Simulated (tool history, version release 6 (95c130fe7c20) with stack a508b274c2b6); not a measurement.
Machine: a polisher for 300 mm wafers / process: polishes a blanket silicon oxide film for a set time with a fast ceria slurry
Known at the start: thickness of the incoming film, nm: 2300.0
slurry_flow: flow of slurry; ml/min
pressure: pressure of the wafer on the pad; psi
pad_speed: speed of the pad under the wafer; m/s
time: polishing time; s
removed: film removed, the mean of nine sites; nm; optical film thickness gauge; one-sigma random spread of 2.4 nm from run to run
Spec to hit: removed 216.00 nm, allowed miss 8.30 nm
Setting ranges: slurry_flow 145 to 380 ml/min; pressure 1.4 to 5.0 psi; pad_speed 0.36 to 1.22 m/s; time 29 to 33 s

run 1 hour=0.0 | slurry_flow=245 pressure=3.2 pad_speed=0.78 time=33 | removed=543.37
run 2 hour=1.6 | slurry_flow=245 pressure=3.2 pad_speed=0.78 time=29 | removed=474.50
run 3 hour=5.3 | slurry_flow=245 pressure=3.0 pad_speed=0.76 time=29 | removed=444.79
run 4 hour=10.9 | slurry_flow=245 pressure=3.0 pad_speed=0.68 time=29 | removed=389.81
run 5 hour=11.5 | slurry_flow=245 pressure=2.8 pad_speed=0.68 time=29 | removed=382.90
run 6 hour=17.9 | slurry_flow=245 pressure=2.8 pad_speed=0.52 time=29 | removed=287.32
run 7 hour=21.0 | slurry_flow=245 pressure=2.7 pad_speed=0.52 time=29 | removed=286.37
run 8 hour=22.4 | slurry_flow=245 pressure=2.6 pad_speed=0.52 time=29 | removed=276.01
run 9 hour=26.9 | slurry_flow=245 pressure=2.5 pad_speed=0.52 time=29 | removed=272.68
run 10 hour=27.7 | slurry_flow=245 pressure=2.4 pad_speed=0.52 time=29 | removed=267.04
run 11 hour=31.4 | slurry_flow=245 pressure=2.3 pad_speed=0.52 time=29 | removed=255.91
run 12 hour=33.1 | slurry_flow=245 pressure=2.2 pad_speed=0.52 time=29 | removed=251.20
run 13 hour=40.8 | slurry_flow=245 pressure=2.1 pad_speed=0.52 time=29 | removed=244.97
run 14 hour=44.3 | slurry_flow=245 pressure=2.0 pad_speed=0.52 time=29 | removed=231.87
run 15 hour=47.4 | slurry_flow=245 pressure=1.9 pad_speed=0.52 time=29 | removed=231.00

Consider the 5 candidate settings below. Which is the only one whose results all fall within their allowed miss of target?
run A hour=50.5 | slurry_flow=175 pressure=2.2 pad_speed=0.50 time=32 | removed=?
run B hour=50.5 | slurry_flow=235 pressure=2.0 pad_speed=0.48 time=29 | removed=?
run C hour=50.5 | slurry_flow=215 pressure=1.4 pad_speed=0.68 time=31 | removed=?
run D hour=50.5 | slurry_flow=215 pressure=1.8 pad_speed=0.56 time=30 | removed=?
run E hour=50.5 | slurry_flow=240 pressure=1.8 pad_speed=0.56 time=29 | removed=?

move=A removed=256.26
move=B removed=216.71
move=C removed=261.77
move=D removed=241.78
move=E removed=236.14
A: the biggest miss grows against the last run
B: all results in spec
C: the biggest miss grows against the last run
D: the biggest miss grows against the last run
E: the biggest miss grows against the last run
Answer: B
